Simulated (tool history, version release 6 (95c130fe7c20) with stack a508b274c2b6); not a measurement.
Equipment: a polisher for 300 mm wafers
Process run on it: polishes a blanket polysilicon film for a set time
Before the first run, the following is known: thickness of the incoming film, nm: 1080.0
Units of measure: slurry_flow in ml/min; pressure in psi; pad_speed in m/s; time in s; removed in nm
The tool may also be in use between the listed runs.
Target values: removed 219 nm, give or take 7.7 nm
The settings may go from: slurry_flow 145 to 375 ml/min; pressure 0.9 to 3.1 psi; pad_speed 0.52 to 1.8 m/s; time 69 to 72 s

run 1 hour=0 | slurry_flow=240 pressure=2 pad_speed=1.16 time=69 | removed=345.13
run 2 hour=2 | slurry_flow=240 pressure=1.8 pad_speed=1.16 time=69 | removed=308.67
run 3 hour=8.8 | slurry_flow=240 pressure=1.6 pad_speed=1.16 time=69 | removed=279.85
run 4 hour=9.4 | slurry_flow=195 pressure=1.6 pad_speed=1.16 time=69 | removed=271.39
run 5 hour=10.4 | slurry_flow=195 pressure=1.6 pad_speed=1.16 time=72 | removed=279.41
run 6 hour=15.3 | slurry_flow=190 pressure=1.5 pad_speed=1.16 time=72 | removed=265.35
run 7 hour=19.6 | slurry_flow=185 pressure=1.4 pad_speed=1.16 time=72 | removed=243.37
run 8 hour=21.4 | slurry_flow=180 pressure=1.4 pad_speed=1.16 time=72 | removed=247.32
run 9 hour=27 | slurry_flow=175 pressure=1.3 pad_speed=1.16 time=72 | removed=228.05
run 10 hour=28.2 | slurry_flow=170 pressure=1.3 pad_speed=1.16 time=72 | removed=225.18

5 next moves are on the table. One of them brings every result within its allowed miss. Which?
run A hour=29.4 | slurry_flow=210 pressure=1.5 pad_speed=0.96 time=72 | removed=?
run B hour=29.4 | slurry_flow=180 pressure=1.4 pad_speed=1.12 time=72 | removed=?
run C hour=29.4 | slurry_flow=270 pressure=1.2 pad_speed=1.28 time=69 | removed=?
run D hour=29.4 | slurry_flow=170 pressure=1.5 pad_speed=1.04 time=71 | removed=?
run E hour=29.4 | slurry_flow=155 pressure=1.4 pad_speed=1.12 time=72 | removed=?

move=A removed=221.38
move=B removed=236.25
move=C removed=232.26
move=D removed=230.04
move=E removed=231.77
A: every result lands within tolerance
B: lands further from the targets than the last run did
C: lands further from the targets than the last run did
D: lands further from the targets than the last run did
E: lands further from the targets than the last run did
The move that meets every target is A.

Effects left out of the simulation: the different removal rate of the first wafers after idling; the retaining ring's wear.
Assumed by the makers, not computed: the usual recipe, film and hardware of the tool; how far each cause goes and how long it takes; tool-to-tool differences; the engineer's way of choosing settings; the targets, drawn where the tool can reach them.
